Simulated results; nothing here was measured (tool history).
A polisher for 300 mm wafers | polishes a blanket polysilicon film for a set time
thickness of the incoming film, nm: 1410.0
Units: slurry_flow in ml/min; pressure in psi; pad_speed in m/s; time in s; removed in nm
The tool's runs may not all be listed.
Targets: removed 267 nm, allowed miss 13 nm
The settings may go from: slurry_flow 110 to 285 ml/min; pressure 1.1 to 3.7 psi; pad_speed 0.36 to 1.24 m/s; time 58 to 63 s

Run 1, hour 0: slurry_flow 180 ml/min, pressure 2.4 psi, pad_speed 0.8 m/s, time 63 s. Result: removed 375.07 nm.
Run 2, hour 5.1: slurry_flow 180 ml/min, pressure 2.4 psi, pad_speed 0.8 m/s, time 58 s. Result: removed 336.27 nm.
Run 3, hour 8.4: slurry_flow 180 ml/min, pressure 2.3 psi, pad_speed 0.8 m/s, time 58 s. Result: removed 330.49 nm.
Run 4, hour 13.1: slurry_flow 180 ml/min, pressure 2.3 psi, pad_speed 0.8 m/s, time 58 s. Result: removed 331.42 nm.
Run 5, hour 18: slurry_flow 180 ml/min, pressure 2.3 psi, pad_speed 0.8 m/s, time 58 s. Result: removed 343.85 nm.
Run 6, hour 19.2: slurry_flow 140 ml/min, pressure 2.3 psi, pad_speed 0.8 m/s, time 58 s. Result: removed 317.74 nm.
Run 7, hour 25.8: slurry_flow 140 ml/min, pressure 2.2 psi, pad_speed 0.8 m/s, time 58 s. Result: removed 312.46 nm.
Run 8, hour 27.5: slurry_flow 140 ml/min, pressure 1.7 psi, pad_speed 0.78 m/s, time 58 s. Result: removed 242.86 nm.

Which of these 4 next moves meets every target?
Run A, hour 29.2: slurry_flow 145 ml/min, pressure 1.6 psi, pad_speed 0.8 m/s, time 63 s. Result: removed ?.
Run B, hour 29.2: slurry_flow 155 ml/min, pressure 1.8 psi, pad_speed 0.6 m/s, time 62 s. Result: removed ?.
Run C, hour 29.2: slurry_flow 200 ml/min, pressure 1.5 psi, pad_speed 0.72 m/s, time 58 s. Result: removed ?.
Run D, hour 29.2: slurry_flow 135 ml/min, pressure 1.8 psi, pad_speed 0.64 m/s, time 58 s. Result: removed ?.

move  removed
   A   259.98
   B   215.35
   C   217.46
   D    208.3
A: meets every target
B: further off than the last run
C: further off than the last run
D: further off than the last run
Answer: A
